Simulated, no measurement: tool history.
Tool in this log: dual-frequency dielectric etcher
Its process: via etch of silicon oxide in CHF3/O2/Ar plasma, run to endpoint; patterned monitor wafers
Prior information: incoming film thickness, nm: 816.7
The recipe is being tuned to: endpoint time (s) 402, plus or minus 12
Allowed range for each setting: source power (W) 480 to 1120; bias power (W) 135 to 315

{"run": 1, "hour": 0.0, "source power (W)": 800, "bias power (W)": 225, "endpoint time (s)": 337.57}
{"run": 2, "hour": 2.1, "source power (W)": 730, "bias power (W)": 214, "endpoint time (s)": 372.1}
{"run": 3, "hour": 3.0, "source power (W)": 710, "bias power (W)": 213, "endpoint time (s)": 377.69}
{"run": 4, "hour": 11.7, "source power (W)": 710, "bias power (W)": 234, "endpoint time (s)": 353.42}
{"run": 5, "hour": 15.8, "source power (W)": 810, "bias power (W)": 234, "endpoint time (s)": 327.06}
{"run": 6, "hour": 16.6, "source power (W)": 810, "bias power (W)": 195, "endpoint time (s)": 372.67}
{"run": 7, "hour": 25.1, "source power (W)": 780, "bias power (W)": 194, "endpoint time (s)": 376.97}
{"run": 8, "hour": 25.9, "source power (W)": 660, "bias power (W)": 177, "endpoint time (s)": 429.84}

Below are 4 possible settings for the next run. Only one of them brings all results inside the allowed miss of their targets. Which is it?
{"run": "A", "hour": 26.7, "source power (W)": 860, "bias power (W)": 186, "endpoint time (s)": "?"}
{"run": "B", "hour": 26.7, "source power (W)": 790, "bias power (W)": 135, "endpoint time (s)": "?"}
{"run": "C", "hour": 26.7, "source power (W)": 610, "bias power (W)": 212, "endpoint time (s)": "?"}
{"run": "D", "hour": 26.7, "source power (W)": 810, "bias power (W)": 184, "endpoint time (s)": "?"}

move=A endpoint_time_(s)=365.81
move=B endpoint_time_(s)=468.96
move=C endpoint_time_(s)=403.63
move=D endpoint_time_(s)=379.14
A: takes the biggest miss from the last run beyond its target
B: its largest miss is bigger than the last run's
C: every result within its allowed miss
D: takes the biggest miss from the last run beyond its target
Answer: C
